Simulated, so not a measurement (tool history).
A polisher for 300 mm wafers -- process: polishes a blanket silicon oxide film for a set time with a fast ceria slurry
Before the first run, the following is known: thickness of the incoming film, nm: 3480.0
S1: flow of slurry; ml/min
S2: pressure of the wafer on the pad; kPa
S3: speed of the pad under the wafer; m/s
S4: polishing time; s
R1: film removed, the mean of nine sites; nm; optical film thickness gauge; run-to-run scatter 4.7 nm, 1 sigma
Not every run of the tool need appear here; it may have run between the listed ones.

run	hour	S1	S2	S3	S4	R1
1	0.0	145	13.8	0.80	106	1055.70
2	8.6	145	11.0	0.80	106	847.55
3	16.7	135	11.0	0.80	106	829.67
4	21.9	135	11.0	0.88	106	903.58
5	25.6	125	11.0	0.88	106	890.84
6	34.5	115	11.0	0.88	106	857.31
7	35.9	110	11.0	0.88	106	837.43
8	44.3	105	11.0	0.88	106	834.48
9	49.5	100	11.0	0.88	106	808.53

The next listed run, before its measurement:
10	55.7	95	11.0	0.88	106	?

{"run 10": {"R1": 796.91}}
